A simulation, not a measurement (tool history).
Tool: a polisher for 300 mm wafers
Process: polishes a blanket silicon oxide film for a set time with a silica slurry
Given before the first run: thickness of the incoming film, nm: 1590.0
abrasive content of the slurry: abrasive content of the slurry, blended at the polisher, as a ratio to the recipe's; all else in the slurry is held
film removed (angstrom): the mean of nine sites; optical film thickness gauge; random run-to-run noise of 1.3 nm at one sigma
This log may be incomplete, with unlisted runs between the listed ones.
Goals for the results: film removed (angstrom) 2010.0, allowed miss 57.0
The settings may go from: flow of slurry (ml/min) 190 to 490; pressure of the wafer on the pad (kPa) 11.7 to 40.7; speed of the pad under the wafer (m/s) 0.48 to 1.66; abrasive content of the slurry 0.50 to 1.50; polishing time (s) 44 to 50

run,day,flow of slurry (ml/min),pressure of the wafer on the pad (kPa),speed of the pad under the wafer (m/s),abrasive content of the slurry,polishing time (s),film removed (angstrom)
1,0.000,315,26.2,1.06,1.00,50,1551.8
2,0.238,315,22.1,1.06,1.00,50,1323.5
3,0.500,315,26.9,1.06,1.00,50,1611.5
4,0.829,315,26.9,0.94,1.00,50,1447.0
5,0.896,315,26.9,0.94,0.85,50,1362.4
6,1.042,315,26.9,1.16,0.85,50,1618.7
7,1.338,315,28.3,1.16,0.85,50,1682.8
8,1.371,315,28.3,1.16,0.85,50,1692.9
9,1.554,315,29.6,1.16,0.85,50,1768.8
10,1.771,315,30.3,1.16,0.85,50,1804.5
11,1.888,315,31.0,1.16,0.85,50,1848.0
12,2.133,315,31.7,1.16,0.85,50,1890.5
13,2.292,315,32.4,1.16,0.85,50,1939.2

4 candidate next runs follow, results not yet known. Just one meets every target within its allowed miss. Identify it.
A,2.450,360,29.6,1.20,1.00,46,?
B,2.450,310,33.8,1.12,0.90,50,?
C,2.450,295,34.5,1.24,0.55,50,?
D,2.450,340,35.9,0.98,0.80,50,?

move,film removed (angstrom)
A,1784.9
B,1984.7
C,1795.7
D,1815.8
A: its largest miss is bigger than the last run's
B: all results land within tolerance of their targets
C: its largest miss is bigger than the last run's
D: its largest miss is bigger than the last run's
B meets every target.

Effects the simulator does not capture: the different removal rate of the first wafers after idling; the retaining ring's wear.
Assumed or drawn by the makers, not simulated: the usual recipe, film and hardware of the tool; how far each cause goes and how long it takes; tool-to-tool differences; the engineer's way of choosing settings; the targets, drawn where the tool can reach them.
